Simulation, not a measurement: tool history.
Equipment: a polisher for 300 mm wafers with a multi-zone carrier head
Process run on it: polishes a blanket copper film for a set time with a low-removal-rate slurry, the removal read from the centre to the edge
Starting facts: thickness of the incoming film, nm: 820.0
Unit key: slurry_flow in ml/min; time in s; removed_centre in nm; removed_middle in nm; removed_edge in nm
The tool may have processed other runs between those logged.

run 1 hour=0.0 | slurry_flow=185 centre_zone=1.00 middle_zone=1.00 edge_zone=1.00 slurry_solids=1.00 time=31 | removed_centre=80.149 removed_middle=89.331 removed_edge=88.789
run 2 hour=6.3 | slurry_flow=195 centre_zone=1.00 middle_zone=1.06 edge_zone=1.02 slurry_solids=1.10 time=31 | removed_centre=82.110 removed_middle=93.511 removed_edge=90.273
run 3 hour=8.4 | slurry_flow=195 centre_zone=1.00 middle_zone=1.06 edge_zone=1.02 slurry_solids=0.95 time=31 | removed_centre=81.497 removed_middle=92.270 removed_edge=90.724
run 4 hour=9.6 | slurry_flow=195 centre_zone=1.00 middle_zone=1.06 edge_zone=1.02 slurry_solids=0.95 time=28 | removed_centre=71.735 removed_middle=83.211 removed_edge=79.674
run 5 hour=17.0 | slurry_flow=205 centre_zone=0.98 middle_zone=1.10 edge_zone=1.01 slurry_solids=1.05 time=30 | removed_centre=77.945 removed_middle=94.384 removed_edge=86.735
run 6 hour=21.5 | slurry_flow=205 centre_zone=0.98 middle_zone=1.10 edge_zone=1.01 slurry_solids=1.05 time=34 | removed_centre=86.624 removed_middle=106.450 removed_edge=100.320

What does the tool deliver on the next run?
run 7 hour=30.3 | slurry_flow=215 centre_zone=0.99 middle_zone=1.13 edge_zone=1.01 slurry_solids=1.10 time=34 | removed_centre=? removed_middle=? removed_edge=?

{"run 7": {"removed_centre": 89.256, "removed_middle": 107.87, "removed_edge": 99.894}}

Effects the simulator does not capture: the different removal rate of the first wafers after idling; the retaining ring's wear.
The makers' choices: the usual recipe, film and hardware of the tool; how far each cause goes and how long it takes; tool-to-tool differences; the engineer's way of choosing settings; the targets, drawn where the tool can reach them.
